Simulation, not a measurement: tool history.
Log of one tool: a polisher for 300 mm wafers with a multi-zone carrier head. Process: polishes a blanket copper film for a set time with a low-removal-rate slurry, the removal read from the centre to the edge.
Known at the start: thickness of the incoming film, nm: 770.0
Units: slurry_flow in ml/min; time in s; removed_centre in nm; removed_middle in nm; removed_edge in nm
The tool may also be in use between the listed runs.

{"run": 1, "day": 0.0, "slurry_flow": 250, "centre_zone": 1.0, "middle_zone": 1.0, "edge_zone": 1.0, "slurry_solids": 1.0, "time": 48, "removed_centre": 105.12, "removed_middle": 105.56, "removed_edge": 106.63}
{"run": 2, "day": 0.204, "slurry_flow": 250, "centre_zone": 1.08, "middle_zone": 1.0, "edge_zone": 1.0, "slurry_solids": 1.0, "time": 48, "removed_centre": 112.45, "removed_middle": 104.26, "removed_edge": 108.07}
{"run": 3, "day": 0.579, "slurry_flow": 195, "centre_zone": 1.08, "middle_zone": 1.0, "edge_zone": 1.0, "slurry_solids": 1.0, "time": 48, "removed_centre": 108.21, "removed_middle": 101.32, "removed_edge": 105.18}
{"run": 4, "day": 0.7, "slurry_flow": 195, "centre_zone": 1.08, "middle_zone": 0.95, "edge_zone": 1.0, "slurry_solids": 1.0, "time": 48, "removed_centre": 106.59, "removed_middle": 97.854, "removed_edge": 102.85}
{"run": 5, "day": 0.95, "slurry_flow": 195, "centre_zone": 1.08, "middle_zone": 0.91, "edge_zone": 1.0, "slurry_solids": 1.0, "time": 48, "removed_centre": 107.27, "removed_middle": 93.907, "removed_edge": 103.91}
{"run": 6, "day": 1.0, "slurry_flow": 195, "centre_zone": 1.08, "middle_zone": 0.86, "edge_zone": 1.0, "slurry_solids": 1.0, "time": 48, "removed_centre": 108.41, "removed_middle": 88.792, "removed_edge": 104.09}

Forecast run 7:
{"run": 7, "day": 1.375, "slurry_flow": 195, "centre_zone": 1.07, "middle_zone": 0.85, "edge_zone": 1.01, "slurry_solids": 0.9, "time": 46, "removed_centre": "?", "removed_middle": "?", "removed_edge": "?"}

Run 7 gave removed_centre 99.272 nm, removed_middle 83.099 nm, removed_edge 100.32 nm.
